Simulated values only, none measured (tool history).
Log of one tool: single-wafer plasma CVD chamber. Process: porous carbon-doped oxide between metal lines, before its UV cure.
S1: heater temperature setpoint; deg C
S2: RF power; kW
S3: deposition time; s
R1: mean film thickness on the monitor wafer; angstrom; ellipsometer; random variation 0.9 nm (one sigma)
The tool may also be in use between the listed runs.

{"run": 1, "hour": 0.0, "S1": 295, "S2": 0.585, "S3": 40.0, "R1": 2248.5}
{"run": 2, "hour": 6.5, "S1": 295, "S2": 0.585, "S3": 40.0, "R1": 2251.4}
{"run": 3, "hour": 15.0, "S1": 298, "S2": 0.585, "S3": 40.0, "R1": 2216.8}
{"run": 4, "hour": 19.6, "S1": 300, "S2": 0.585, "S3": 40.0, "R1": 2173.9}
{"run": 5, "hour": 25.2, "S1": 302, "S2": 0.585, "S3": 40.0, "R1": 2147.9}
{"run": 6, "hour": 31.0, "S1": 302, "S2": 0.545, "S3": 40.0, "R1": 2070.3}
{"hour": 35.5, "done": "RF generator calibrated"}
{"run": 7, "hour": 35.5, "S1": 305, "S2": 0.54, "S3": 40.0, "R1": 2101.7}

Forecast run 8:
{"run": 8, "hour": 42.5, "S1": 306, "S2": 0.535, "S3": 40.0, "R1": "?"}

R1: 2089.0 angstrom
